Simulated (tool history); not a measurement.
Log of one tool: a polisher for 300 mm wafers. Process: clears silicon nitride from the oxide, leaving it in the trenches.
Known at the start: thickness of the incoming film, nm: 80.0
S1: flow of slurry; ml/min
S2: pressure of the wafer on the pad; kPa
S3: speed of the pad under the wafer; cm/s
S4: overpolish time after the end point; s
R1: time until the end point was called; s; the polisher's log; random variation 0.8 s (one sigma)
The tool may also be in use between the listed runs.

run 1 hour=0 | S1=145 S2=22.1 S3=78 S4=13 | R1=106.4
run 2 hour=4.8 | S1=145 S2=18.6 S3=78 S4=13 | R1=128.55
run 3 hour=13.4 | S1=145 S2=20 S3=78 S4=13 | R1=122.03
run 4 hour=16.2 | S1=145 S2=15.2 S3=78 S4=13 | R1=154.48
run 5 hour=16.8 | S1=145 S2=15.2 S3=78 S4=10 | R1=156.84
run 6 hour=23.3 | S1=145 S2=20.7 S3=78 S4=10 | R1=111.87
run 7 hour=32.1 | S1=145 S2=21.4 S3=78 S4=10 | R1=110.27
run 8 hour=36.6 | S1=145 S2=22.1 S3=78 S4=10 | R1=108.92
run 9 hour=42 | S1=145 S2=22.8 S3=78 S4=10 | R1=104.07
run 10 hour=45.2 | S1=145 S2=23.4 S3=78 S4=10 | R1=101.17
run 11 hour=48.9 | S1=145 S2=24.1 S3=78 S4=10 | R1=99.647

Run 12 comes next. What will it give?
run 12 hour=54.7 | S1=145 S2=24.8 S3=78 S4=10 | R1=?

R1: 98.354 s
